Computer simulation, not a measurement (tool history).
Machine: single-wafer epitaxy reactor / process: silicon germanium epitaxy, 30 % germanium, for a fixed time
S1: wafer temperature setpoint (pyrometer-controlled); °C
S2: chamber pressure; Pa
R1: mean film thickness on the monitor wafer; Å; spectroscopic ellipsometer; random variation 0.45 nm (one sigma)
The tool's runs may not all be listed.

run,day,S1,S2,R1
1,0.000,625,2520,907.44
2,0.088,620,2520,850.32
3,0.112,620,2786,875.14
4,0.358,623,2786,907.04
5,0.546,623,3146,944.83
6,0.783,625,3146,975.95
7,1.158,627,3146,1007.40
8,1.354,628,3146,1018.40
9,1.588,629,3146,1037.90

What will run 10 give?
10,1.879,630,3146,?

For run 10 the tool returned R1 1052.70 Å.
